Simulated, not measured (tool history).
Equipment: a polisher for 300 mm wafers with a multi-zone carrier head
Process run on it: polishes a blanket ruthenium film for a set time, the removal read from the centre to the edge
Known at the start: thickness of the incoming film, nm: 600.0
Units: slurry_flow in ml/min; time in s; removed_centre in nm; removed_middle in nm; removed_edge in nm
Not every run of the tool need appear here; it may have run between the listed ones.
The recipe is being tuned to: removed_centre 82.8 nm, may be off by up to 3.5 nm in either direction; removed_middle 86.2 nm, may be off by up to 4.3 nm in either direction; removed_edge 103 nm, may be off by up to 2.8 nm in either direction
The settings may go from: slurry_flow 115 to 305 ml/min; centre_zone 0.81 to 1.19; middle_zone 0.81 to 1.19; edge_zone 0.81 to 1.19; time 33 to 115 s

{"run": 1, "hour": 0.0, "slurry_flow": 195, "centre_zone": 1, "middle_zone": 1, "edge_zone": 1, "time": 73, "removed_centre": 74.093, "removed_middle": 72.021, "removed_edge": 73.013}
{"run": 2, "hour": 5.7, "slurry_flow": 195, "centre_zone": 1, "middle_zone": 1, "edge_zone": 0.95, "time": 73, "removed_centre": 72.923, "removed_middle": 73.223, "removed_edge": 72.134}
{"run": 3, "hour": 6.8, "slurry_flow": 195, "centre_zone": 1, "middle_zone": 1, "edge_zone": 1, "time": 73, "removed_centre": 72.908, "removed_middle": 74.804, "removed_edge": 74.024}
{"run": 4, "hour": 9.6, "slurry_flow": 195, "centre_zone": 0.99, "middle_zone": 0.98, "edge_zone": 1.02, "time": 75, "removed_centre": 74.582, "removed_middle": 72.997, "removed_edge": 76.009}
{"run": 5, "hour": 13.8, "slurry_flow": 195, "centre_zone": 0.97, "middle_zone": 0.98, "edge_zone": 1.04, "time": 77, "removed_centre": 74.588, "removed_middle": 74.649, "removed_edge": 79.352}
{"run": 6, "hour": 18.0, "slurry_flow": 200, "centre_zone": 0.96, "middle_zone": 0.98, "edge_zone": 1.06, "time": 79, "removed_centre": 77.018, "removed_middle": 78.98, "removed_edge": 82.781}
{"run": 7, "hour": 20.1, "slurry_flow": 205, "centre_zone": 0.95, "middle_zone": 0.97, "edge_zone": 1.08, "time": 80, "removed_centre": 76.196, "removed_middle": 77.613, "removed_edge": 83.95}
{"run": 8, "hour": 21.3, "slurry_flow": 205, "centre_zone": 0.94, "middle_zone": 0.96, "edge_zone": 1.09, "time": 82, "removed_centre": 78.604, "removed_middle": 78.053, "removed_edge": 86.616}
{"run": 9, "hour": 22.5, "slurry_flow": 205, "centre_zone": 0.93, "middle_zone": 0.96, "edge_zone": 1.1, "time": 83, "removed_centre": 78.128, "removed_middle": 79.785, "removed_edge": 89.235}
{"run": 10, "hour": 26.1, "slurry_flow": 210, "centre_zone": 0.92, "middle_zone": 0.96, "edge_zone": 1.11, "time": 84, "removed_centre": 76.712, "removed_middle": 83.868, "removed_edge": 92.004}
{"run": 11, "hour": 30.0, "slurry_flow": 215, "centre_zone": 0.92, "middle_zone": 0.95, "edge_zone": 1.12, "time": 85, "removed_centre": 80.293, "removed_middle": 83.203, "removed_edge": 92.36}
{"run": 12, "hour": 32.0, "slurry_flow": 215, "centre_zone": 0.92, "middle_zone": 0.95, "edge_zone": 1.13, "time": 86, "removed_centre": 80.085, "removed_middle": 80.511, "removed_edge": 94.784}
{"run": 13, "hour": 39.5, "slurry_flow": 220, "centre_zone": 0.92, "middle_zone": 0.96, "edge_zone": 1.14, "time": 86, "removed_centre": 82.459, "removed_middle": 83.985, "removed_edge": 95.389}
{"run": 14, "hour": 46.5, "slurry_flow": 220, "centre_zone": 0.92, "middle_zone": 0.96, "edge_zone": 1.14, "time": 86, "removed_centre": 82.391, "removed_middle": 83.738, "removed_edge": 94.778}

5 next moves are on the table. One of them brings every result within its allowed miss. Which?
{"run": "A", "hour": 53.5, "slurry_flow": 225, "centre_zone": 0.93, "middle_zone": 1.02, "edge_zone": 0.99, "time": 86, "removed_centre": "?", "removed_middle": "?", "removed_edge": "?"}
{"run": "B", "hour": 53.5, "slurry_flow": 215, "centre_zone": 0.91, "middle_zone": 0.85, "edge_zone": 1.19, "time": 90, "removed_centre": "?", "removed_middle": "?", "removed_edge": "?"}
{"run": "C", "hour": 53.5, "slurry_flow": 190, "centre_zone": 0.88, "middle_zone": 0.91, "edge_zone": 1.16, "time": 95, "removed_centre": "?", "removed_middle": "?", "removed_edge": "?"}
{"run": "D", "hour": 53.5, "slurry_flow": 205, "centre_zone": 0.95, "middle_zone": 0.95, "edge_zone": 1.13, "time": 84, "removed_centre": "?", "removed_middle": "?", "removed_edge": "?"}
{"run": "E", "hour": 53.5, "slurry_flow": 210, "centre_zone": 0.96, "middle_zone": 0.95, "edge_zone": 1.08, "time": 84, "removed_centre": "?", "removed_middle": "?", "removed_edge": "?"}

move=A removed_centre=82.653 removed_middle=89.658 removed_edge=87.721
move=B removed_centre=83.915 removed_middle=80.054 removed_edge=100.44
move=C removed_centre=83.835 removed_middle=87.708 removed_edge=103.04
move=D removed_centre=81.201 removed_middle=81.347 removed_edge=90.656
move=E removed_centre=82.398 removed_middle=81.647 removed_edge=88.841
A: moves away from the targets compared with the last run
B: brings the last run's worst result on target, with another outside its allowed miss
C: each result inside its tolerance
D: moves away from the targets compared with the last run
E: moves away from the targets compared with the last run
Correct choice: C, which meets every target

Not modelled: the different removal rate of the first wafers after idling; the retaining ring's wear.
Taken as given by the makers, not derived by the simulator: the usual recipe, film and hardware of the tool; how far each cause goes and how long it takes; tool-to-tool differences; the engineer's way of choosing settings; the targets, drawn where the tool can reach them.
